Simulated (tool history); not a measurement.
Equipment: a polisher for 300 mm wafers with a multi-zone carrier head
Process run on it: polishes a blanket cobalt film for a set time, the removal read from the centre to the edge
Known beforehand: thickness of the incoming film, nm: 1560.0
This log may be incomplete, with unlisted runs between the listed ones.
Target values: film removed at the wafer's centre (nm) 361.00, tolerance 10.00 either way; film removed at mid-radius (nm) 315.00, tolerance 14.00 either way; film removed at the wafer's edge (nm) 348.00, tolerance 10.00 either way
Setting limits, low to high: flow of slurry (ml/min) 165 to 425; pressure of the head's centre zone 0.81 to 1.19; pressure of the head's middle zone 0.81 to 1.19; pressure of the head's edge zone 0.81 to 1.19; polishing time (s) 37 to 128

run,hour,flow of slurry (ml/min),pressure of the head's centre zone,pressure of the head's middle zone,pressure of the head's edge zone,polishing time (s),film removed at the wafer's centre (nm),film removed at mid-radius (nm),film removed at the wafer's edge (nm)
1,0.0,275,1.00,1.00,1.00,82,523.05,518.33,518.17
2,0.8,275,1.00,1.00,0.94,82,519.04,520.05,504.01
3,2.0,270,1.00,0.98,0.93,78,490.47,474.64,478.74
4,10.2,270,1.00,0.98,1.00,78,496.19,488.66,499.47
5,16.8,275,1.00,0.97,0.98,74,464.36,455.03,471.64
6,17.9,275,1.00,1.03,0.98,74,469.43,484.75,461.18
7,25.2,275,1.01,1.01,0.96,71,452.00,449.95,440.38
8,27.3,275,1.01,0.99,0.94,69,441.22,429.92,424.55
9,31.8,275,1.01,0.97,0.93,67,428.57,409.34,414.00
10,37.7,275,1.01,0.96,0.92,65,413.71,399.75,395.72
11,38.8,270,1.01,0.94,0.91,64,405.04,387.51,391.26
12,45.5,270,1.01,0.92,0.90,63,401.78,375.32,383.16
13,47.5,265,1.01,0.90,0.90,62,392.43,359.41,376.16
14,53.1,260,1.01,0.89,0.89,62,392.15,359.11,374.53
15,60.7,260,1.01,0.88,0.89,61,386.14,355.68,366.62
16,66.7,260,1.01,0.88,0.89,61,382.45,350.02,373.33
17,68.3,255,1.01,0.87,0.88,61,383.59,343.30,360.76

Which of these 5 next moves meets every target?
A,69.9,260,1.16,1.04,0.87,55,?,?,?
B,69.9,360,1.03,0.81,1.06,57,?,?,?
C,69.9,195,0.98,0.81,0.85,60,?,?,?
D,69.9,245,1.04,0.81,0.87,59,?,?,?
E,69.9,170,0.94,0.81,1.04,61,?,?,?

move,film removed at the wafer's centre (nm),film removed at mid-radius (nm),film removed at the wafer's edge (nm)
A,382.31,365.56,329.27
B,373.40,330.26,380.97
C,353.01,326.53,347.84
D,374.19,329.92,352.42
E,340.64,325.66,380.07
A: moves away from the targets compared with the last run
B: moves away from the targets compared with the last run
C: meets every target
D: an improvement on the last run, though not all results are within tolerance
E: pushes the last run's worst result past its target
The move that meets every target is C.
